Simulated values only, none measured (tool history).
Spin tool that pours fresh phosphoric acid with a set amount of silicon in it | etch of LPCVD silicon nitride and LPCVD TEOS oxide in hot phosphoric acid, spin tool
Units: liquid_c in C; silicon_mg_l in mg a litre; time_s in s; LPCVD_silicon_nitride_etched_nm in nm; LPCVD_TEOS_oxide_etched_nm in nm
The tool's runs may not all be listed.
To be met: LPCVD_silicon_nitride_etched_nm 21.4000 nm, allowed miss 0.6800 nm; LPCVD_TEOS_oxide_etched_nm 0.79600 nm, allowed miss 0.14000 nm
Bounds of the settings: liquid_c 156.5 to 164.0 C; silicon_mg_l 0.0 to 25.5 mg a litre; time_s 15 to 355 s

run  hour  liquid_c  silicon_mg_l  time_s  LPCVD_silicon_nitride_etched_nm  LPCVD_TEOS_oxide_etched_nm
  1   0.0     159.0          11.0     180                          15.9920                     0.47014
  2   8.4     159.5          10.5     185                          16.6020                     0.48788
  3  12.2     160.0           9.0     190                          17.3680                     0.58114
  4  16.7     158.0           9.0     190                          16.2530                     0.45759
  5  21.1     158.0           9.0     125                          10.6740                     0.28898
  6  25.2     158.0           9.0      65                           5.6381                     0.16236
  7  30.9     158.5           8.0      95                           8.3036                     0.24085
  8  36.5     159.0           6.5     115                          10.2890                     0.33176
  9  42.0     159.0           5.0     130                          11.6620                     0.38522
 10  44.4     159.0           4.0     145                          12.6610                     0.42678
 11  50.0     159.5           4.0     155                          13.8570                     0.44972
 12  51.5     159.5           4.0     155                          13.7820                     0.46983
 13  55.8     159.5           4.0     165                          14.7170                     0.47389
 14  56.9     160.0           3.5     175                          15.8860                     0.55991
 15  61.4     160.0           3.5     185                          16.8190                     0.58415
 16  64.5     160.0           3.5     190                          17.5650                     0.62473
 17  70.6     160.0           4.0     195                          17.7950                     0.68086
 18  72.7     160.0           5.0     200                          18.2020                     0.65083
 19  74.0     160.0           5.0     205                          18.6640                     0.67932

4 next moves are on the table. One of them brings every result within its allowed miss. Which?
  A  75.3     161.0           1.5     225                                ?                           ?
  B  75.3     160.0           0.0     195                                ?                           ?
  C  75.3     158.0           7.0     190                                ?                           ?
  D  75.3     159.0           8.5     190                                ?                           ?

move  LPCVD_silicon_nitride_etched_nm  LPCVD_TEOS_oxide_etched_nm
   A                          21.3460                     0.72407
   B                          17.8900                     0.59915
   C                          16.2940                     0.43901
   D                          16.8550                     0.45824
A: meets every target
B: further off than the last run
C: further off than the last run
D: further off than the last run
Answer: A
